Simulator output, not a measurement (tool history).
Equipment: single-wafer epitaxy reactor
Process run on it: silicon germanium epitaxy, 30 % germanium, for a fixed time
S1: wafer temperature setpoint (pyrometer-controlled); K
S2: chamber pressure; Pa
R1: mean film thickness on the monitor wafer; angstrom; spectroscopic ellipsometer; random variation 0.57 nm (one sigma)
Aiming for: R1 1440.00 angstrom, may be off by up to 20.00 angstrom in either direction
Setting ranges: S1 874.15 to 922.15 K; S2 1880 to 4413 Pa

| run | hour | S1 | S2 | R1 |
|---|---|---|---|---|
| 1 | 0.0 | 898.15 | 3146 | 1088.90 |
| 2 | 4.3 | 888.15 | 3146 | 935.92 |
| 3 | 11.2 | 888.15 | 2693 | 885.70 |
| 4 | 17.1 | 888.15 | 3173 | 938.70 |
| 5 | 21.6 | 888.15 | 2920 | 914.03 |
| 6 | 30.2 | 888.15 | 3240 | 948.46 |
| 7 | 33.3 | 888.15 | 3240 | 940.14 |
| 8 | 41.4 | 900.15 | 3293 | 1145.80 |
| 9 | 44.0 | 904.15 | 3306 | 1207.20 |
| 10 | 45.4 | 907.15 | 3320 | 1268.40 |
| 11 | 48.1 | 909.15 | 3320 | 1313.10 |
| 12 | 50.4 | 911.15 | 3320 | 1355.10 |
| 13 | 58.4 | 912.15 | 3320 | 1366.30 |

Exactly one of the 4 candidate moves below puts every result within its allowed miss. Which one?
| A | 66.4 | 913.15 | 3320 | ? |
| B | 66.4 | 922.15 | 2493 | ? |
| C | 66.4 | 908.15 | 3240 | ? |
| D | 66.4 | 904.15 | 4160 | ? |

| move | R1 |
|---|---|
| A | 1393.30 |
| B | 1432.90 |
| C | 1282.20 |
| D | 1324.70 |
A: closes in on the targets versus the last run, not all within tolerance yet
B: each result inside its tolerance
C: its largest miss is bigger than the last run's
D: its largest miss is bigger than the last run's
The move that meets every target is B.

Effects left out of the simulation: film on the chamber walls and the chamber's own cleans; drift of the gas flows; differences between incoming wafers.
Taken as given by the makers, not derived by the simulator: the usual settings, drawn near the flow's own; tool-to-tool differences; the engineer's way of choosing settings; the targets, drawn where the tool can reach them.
